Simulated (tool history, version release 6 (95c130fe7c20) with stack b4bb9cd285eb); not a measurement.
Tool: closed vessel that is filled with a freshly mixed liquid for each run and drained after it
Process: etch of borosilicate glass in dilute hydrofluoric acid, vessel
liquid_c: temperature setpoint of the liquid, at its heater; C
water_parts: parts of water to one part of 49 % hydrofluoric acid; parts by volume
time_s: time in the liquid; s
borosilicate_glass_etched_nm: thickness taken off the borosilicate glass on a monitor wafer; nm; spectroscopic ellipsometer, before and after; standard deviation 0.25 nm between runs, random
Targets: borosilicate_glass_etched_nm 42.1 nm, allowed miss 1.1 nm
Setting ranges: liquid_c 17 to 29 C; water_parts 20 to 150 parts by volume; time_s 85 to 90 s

run,hour,liquid_c,water_parts,time_s,borosilicate_glass_etched_nm
1,0,21,85,85,31.43
2,2.6,21,85,90,32.897
3,4.8,21.5,85,90,34.268
4,7.6,22,85,90,34.738
5,15.8,22.5,85,90,35.366
6,17,22.5,85,85,33.311
7,23.8,23,85,85,34.212
8,24.6,27,85,85,39.643

Below are 4 possible settings for the next run. Only one of them brings all results inside the allowed miss of their targets. Which is it?
A,25.4,27,95,85,?
B,25.4,28,95,85,?
C,25.4,26.5,75,85,?
D,25.4,25,80,90,?

move,borosilicate_glass_etched_nm
A,35.158
B,36.539
C,44.859
D,41.679
A: moves away from the targets compared with the last run
B: moves away from the targets compared with the last run
C: takes the biggest miss from the last run beyond its target
D: every result lands within tolerance
The move that meets every target is D.
